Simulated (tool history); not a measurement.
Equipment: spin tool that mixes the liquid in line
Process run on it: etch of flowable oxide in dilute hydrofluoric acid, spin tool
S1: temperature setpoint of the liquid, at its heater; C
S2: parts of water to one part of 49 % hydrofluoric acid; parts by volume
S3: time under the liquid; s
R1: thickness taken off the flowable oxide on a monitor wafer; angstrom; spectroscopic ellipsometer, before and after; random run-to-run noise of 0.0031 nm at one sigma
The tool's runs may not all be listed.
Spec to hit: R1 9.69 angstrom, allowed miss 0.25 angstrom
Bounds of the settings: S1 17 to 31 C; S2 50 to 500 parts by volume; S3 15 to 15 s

Run 1, hour 0: S1 23 C, S2 275 parts by volume, S3 15 s. Result: R1 18.264 angstrom.
Run 2, hour 5.1: S1 23 C, S2 175 parts by volume, S3 15 s. Result: R1 31.518 angstrom.
Run 3, hour 10.2: S1 23 C, S2 240 parts by volume, S3 15 s. Result: R1 21.589 angstrom.
Run 4, hour 17.9: S1 23 C, S2 200 parts by volume, S3 15 s. Result: R1 26.997 angstrom.
Run 5, hour 26.2: S1 22 C, S2 220 parts by volume, S3 15 s. Result: R1 23.171 angstrom.
Run 6, hour 32.7: S1 21.5 C, S2 235 parts by volume, S3 15 s. Result: R1 20.867 angstrom.
Run 7, hour 35.5: S1 21 C, S2 250 parts by volume, S3 15 s. Result: R1 19.017 angstrom.
Run 8, hour 36.7: S1 20.5 C, S2 265 parts by volume, S3 15 s. Result: R1 17.38 angstrom.

Next run, 4 choices. One meets every target within its allowed miss, the rest don't. Which?
Run A, hour 37.9: S1 21 C, S2 170 parts by volume, S3 15 s. Result: R1 ?.
Run B, hour 37.9: S1 19 C, S2 125 parts by volume, S3 15 s. Result: R1 ?.
Run C, hour 37.9: S1 19 C, S2 290 parts by volume, S3 15 s. Result: R1 ?.
Run D, hour 37.9: S1 19.5 C, S2 405 parts by volume, S3 15 s. Result: R1 ?.

move      R1
   A  30.154
   B  39.522
   C  14.667
   D  9.7521
A: lands further from the targets than the last run did
B: lands further from the targets than the last run did
C: an improvement on the last run, though not all results are within tolerance
D: in spec on every target
The move that meets every target is D.

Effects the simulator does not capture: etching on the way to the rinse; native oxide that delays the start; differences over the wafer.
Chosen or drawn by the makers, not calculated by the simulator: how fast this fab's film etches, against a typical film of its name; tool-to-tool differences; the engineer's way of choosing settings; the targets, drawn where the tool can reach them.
